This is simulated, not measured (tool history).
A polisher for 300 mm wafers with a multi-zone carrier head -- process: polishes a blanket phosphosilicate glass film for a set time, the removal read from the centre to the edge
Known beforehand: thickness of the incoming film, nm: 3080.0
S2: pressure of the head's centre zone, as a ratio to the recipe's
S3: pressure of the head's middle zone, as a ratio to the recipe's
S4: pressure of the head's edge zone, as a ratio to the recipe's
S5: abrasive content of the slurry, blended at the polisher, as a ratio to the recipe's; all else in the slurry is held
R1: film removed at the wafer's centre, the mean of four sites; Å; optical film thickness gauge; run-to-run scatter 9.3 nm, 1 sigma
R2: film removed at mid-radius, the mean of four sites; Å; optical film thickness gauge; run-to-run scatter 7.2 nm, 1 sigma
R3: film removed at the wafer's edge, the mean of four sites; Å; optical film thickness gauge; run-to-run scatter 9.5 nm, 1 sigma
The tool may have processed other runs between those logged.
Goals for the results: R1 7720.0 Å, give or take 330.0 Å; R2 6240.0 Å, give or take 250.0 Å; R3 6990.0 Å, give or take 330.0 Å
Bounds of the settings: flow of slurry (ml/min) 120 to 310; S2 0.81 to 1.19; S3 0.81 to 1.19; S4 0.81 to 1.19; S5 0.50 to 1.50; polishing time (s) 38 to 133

{"run": 1, "hour": 0.0, "flow of slurry (ml/min)": 200, "S2": 1.0, "S3": 1.0, "S4": 1.0, "S5": 1.0, "polishing time (s)": 85, "R1": 8913.6, "R2": 8853.7, "R3": 8764.7}
{"run": 2, "hour": 5.5, "flow of slurry (ml/min)": 200, "S2": 1.0, "S3": 1.0, "S4": 1.03, "S5": 1.0, "polishing time (s)": 85, "R1": 8984.2, "R2": 8984.2, "R3": 9017.3}
{"run": 3, "hour": 10.3, "flow of slurry (ml/min)": 195, "S2": 1.01, "S3": 0.96, "S4": 1.0, "S5": 0.95, "polishing time (s)": 85, "R1": 8774.7, "R2": 8148.0, "R3": 8738.4}
{"run": 4, "hour": 17.7, "flow of slurry (ml/min)": 195, "S2": 1.02, "S3": 0.95, "S4": 0.97, "S5": 0.9, "polishing time (s)": 84, "R1": 8565.6, "R2": 7938.5, "R3": 8433.3}
{"run": 5, "hour": 20.3, "flow of slurry (ml/min)": 195, "S2": 1.02, "S3": 0.95, "S4": 1.03, "S5": 0.9, "polishing time (s)": 84, "R1": 8731.9, "R2": 8101.1, "R3": 8457.2}
{"run": 6, "hour": 26.3, "flow of slurry (ml/min)": 195, "S2": 1.03, "S3": 0.93, "S4": 1.02, "S5": 0.8, "polishing time (s)": 84, "R1": 8143.6, "R2": 7444.1, "R3": 8031.3}
{"run": 7, "hour": 31.9, "flow of slurry (ml/min)": 195, "S2": 1.05, "S3": 0.92, "S4": 1.01, "S5": 0.75, "polishing time (s)": 84, "R1": 8164.4, "R2": 7049.5, "R3": 7669.6}
{"run": 8, "hour": 37.3, "flow of slurry (ml/min)": 165, "S2": 1.04, "S3": 0.85, "S4": 0.94, "S5": 0.65, "polishing time (s)": 84, "R1": 7093.0, "R2": 6048.8, "R3": 6665.1}
{"run": 9, "hour": 45.4, "flow of slurry (ml/min)": 165, "S2": 1.04, "S3": 0.85, "S4": 0.94, "S5": 0.65, "polishing time (s)": 84, "R1": 7176.8, "R2": 5972.0, "R3": 6817.3}
{"run": 10, "hour": 47.6, "flow of slurry (ml/min)": 170, "S2": 1.05, "S3": 0.85, "S4": 0.94, "S5": 0.65, "polishing time (s)": 84, "R1": 7293.5, "R2": 6191.1, "R3": 6654.6}
{"run": 11, "hour": 51.5, "flow of slurry (ml/min)": 165, "S2": 1.08, "S3": 0.81, "S4": 0.99, "S5": 0.75, "polishing time (s)": 84, "R1": 8148.6, "R2": 6205.9, "R3": 7463.3}
{"run": 12, "hour": 56.3, "flow of slurry (ml/min)": 160, "S2": 1.08, "S3": 0.82, "S4": 0.97, "S5": 0.75, "polishing time (s)": 84, "R1": 7931.5, "R2": 6220.3, "R3": 7161.1}

4 candidate next runs follow, results not yet known. Just one meets every target within its allowed miss. Identify it.
{"run": "A", "hour": 61.1, "flow of slurry (ml/min)": 120, "S2": 1.1, "S3": 0.87, "S4": 0.94, "S5": 0.8, "polishing time (s)": 82, "R1": "?", "R2": "?", "R3": "?"}
{"run": "B", "hour": 61.1, "flow of slurry (ml/min)": 160, "S2": 1.12, "S3": 0.81, "S4": 0.94, "S5": 0.8, "polishing time (s)": 83, "R1": "?", "R2": "?", "R3": "?"}
{"run": "C", "hour": 61.1, "flow of slurry (ml/min)": 155, "S2": 1.17, "S3": 0.81, "S4": 0.96, "S5": 0.8, "polishing time (s)": 80, "R1": "?", "R2": "?", "R3": "?"}
{"run": "D", "hour": 61.1, "flow of slurry (ml/min)": 160, "S2": 1.11, "S3": 0.81, "S4": 0.97, "S5": 0.8, "polishing time (s)": 83, "R1": "?", "R2": "?", "R3": "?"}

move=A R1=7783.8 R2=6279.5 R3=7249.3
move=B R1=8493.8 R2=6307.9 R3=7616.2
move=C R1=8495.3 R2=6047.2 R3=7386.6
move=D R1=8419.5 R2=6307.9 R3=7730.0
A: in spec on every target
B: lands further from the targets than the last run did
C: lands further from the targets than the last run did
D: lands further from the targets than the last run did
The move that meets every target is A.
